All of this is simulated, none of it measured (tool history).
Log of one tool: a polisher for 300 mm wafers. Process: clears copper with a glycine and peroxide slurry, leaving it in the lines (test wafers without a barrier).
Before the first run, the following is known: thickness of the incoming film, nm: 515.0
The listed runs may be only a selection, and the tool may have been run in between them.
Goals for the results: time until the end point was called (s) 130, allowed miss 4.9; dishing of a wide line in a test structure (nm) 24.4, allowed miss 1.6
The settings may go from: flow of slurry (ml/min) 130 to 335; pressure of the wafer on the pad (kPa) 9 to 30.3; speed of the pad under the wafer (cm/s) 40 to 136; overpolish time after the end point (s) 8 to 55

run	hour	flow of slurry (ml/min)	pressure of the wafer on the pad (kPa)	speed of the pad under the wafer (cm/s)	overpolish time after the end point (s)	time until the end point was called (s)	dishing of a wide line in a test structure (nm)
1	0	215	19.3	88	28	94.677	85.015
2	8.8	245	19.3	88	28	93.094	89.093
3	9.7	245	19.3	96	28	88.581	89.106
4	18.6	220	17.2	98	23	96.375	73.444
5	20.1	220	14.5	98	23	110.73	65.756
6	27.1	220	14.5	106	23	104.54	67.006
7	33.4	200	13.1	108	20	110.45	60.373
8	41.7	185	12.4	108	17	115.82	50.236
9	46.4	130	9	114	8	156.89	20.209
10	52.2	130	9.7	116	8	146.57	20.574
11	57.7	135	9.7	116	8	144.32	21.725

Below are 5 possible settings for the next run. Only one of them brings all results inside the allowed miss of their targets. Which is it?
A	63.2	130	9.7	136	8	?	?
B	63.2	145	9.7	90	8	?	?
C	63.2	135	9.7	106	9	?	?
D	63.2	130	9	100	11	?	?
E	63.2	130	9	110	8	?	?

move	time until the end point was called (s)	dishing of a wide line in a test structure (nm)
A	126.74	23.683
B	166.55	18.632
C	150.99	22.611
D	167.18	24.678
E	156.44	19.626
A: all results in spec
B: the biggest miss grows against the last run
C: the biggest miss grows against the last run
D: the biggest miss grows against the last run
E: the biggest miss grows against the last run
So the answer is move A, the one that meets all the targets.
